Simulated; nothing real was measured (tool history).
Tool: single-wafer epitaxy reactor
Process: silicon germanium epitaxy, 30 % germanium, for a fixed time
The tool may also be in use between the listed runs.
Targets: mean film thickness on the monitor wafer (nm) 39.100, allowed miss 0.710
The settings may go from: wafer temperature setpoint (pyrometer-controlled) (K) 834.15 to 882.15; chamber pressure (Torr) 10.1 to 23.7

run	hour	wafer temperature setpoint (pyrometer-controlled) (K)	chamber pressure (Torr)	mean film thickness on the monitor wafer (nm)
1	0.0	858.15	16.9	49.296
2	0.6	858.15	18.9	52.181
3	5.2	852.15	18.9	47.504
4	9.6	848.15	18.8	43.979
5	13.7	848.15	21.1	46.837
6	19.8	848.15	20.0	45.514
7	23.0	845.15	20.0	43.156
8	30.7	843.15	20.0	41.973
9	37.5	842.15	20.0	41.266
10	39.4	841.15	20.0	40.456

Which of these 4 next moves meets every target?
A	41.3	840.15	19.3	?
B	41.3	835.15	20.5	?
C	41.3	842.15	16.7	?
D	41.3	836.15	20.9	?

move	mean film thickness on the monitor wafer (nm)
A	39.113
B	36.944
C	37.623
D	37.951
A: meets every target
B: takes the result that was furthest off past its target
C: takes the result that was furthest off past its target
D: takes the result that was furthest off past its target
Move A is the one to make.

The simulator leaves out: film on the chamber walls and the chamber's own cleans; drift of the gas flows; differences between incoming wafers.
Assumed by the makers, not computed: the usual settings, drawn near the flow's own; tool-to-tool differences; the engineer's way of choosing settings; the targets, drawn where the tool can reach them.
